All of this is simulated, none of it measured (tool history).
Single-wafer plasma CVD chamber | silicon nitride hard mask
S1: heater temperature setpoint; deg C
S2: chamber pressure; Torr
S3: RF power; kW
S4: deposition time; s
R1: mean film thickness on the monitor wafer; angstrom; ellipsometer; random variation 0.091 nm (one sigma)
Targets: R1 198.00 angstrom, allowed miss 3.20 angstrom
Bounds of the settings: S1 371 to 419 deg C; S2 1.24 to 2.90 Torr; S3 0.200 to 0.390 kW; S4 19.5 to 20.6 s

run	day	S1	S2	S3	S4	R1
1	0.000	395	2.07	0.295	20.6	263.23
2	0.204	395	1.92	0.275	20.5	240.33
3	0.417	395	2.21	0.275	20.5	246.75
4	0.738	395	2.21	0.275	19.5	235.79
5	0.925	395	1.85	0.275	19.5	228.55
6	1.117	395	1.64	0.275	19.5	222.08
7	1.483	395	1.64	0.275	19.5	222.34
8	1.562	395	1.24	0.235	19.5	174.17
9	1.800	395	1.38	0.235	19.5	179.02
10	2.100	395	1.50	0.235	19.5	180.65
11	2.125	395	1.91	0.250	19.5	206.52
12	2.329	395	1.85	0.250	19.5	206.89
13	2.429	395	1.80	0.250	19.5	202.87
14	2.504	395	1.77	0.250	19.5	201.07
15	2.712	395	1.75	0.250	19.5	200.30
16	3.017	395	1.73	0.250	19.5	201.12
17	3.371	395	1.71	0.250	19.5	202.26
18	3.404	395	1.71	0.250	19.5	202.28

4 next moves are on the table. One of them brings every result within its allowed miss. Which?
A	3.438	391	1.71	0.255	19.5	?
B	3.438	402	1.48	0.265	19.5	?
C	3.438	400	1.65	0.245	19.9	?
D	3.438	394	1.57	0.255	19.9	?

move	R1
A	205.55
B	206.70
C	198.14
D	205.67
A: further off than the last run
B: further off than the last run
C: meets every target
D: further off than the last run
Answer: C
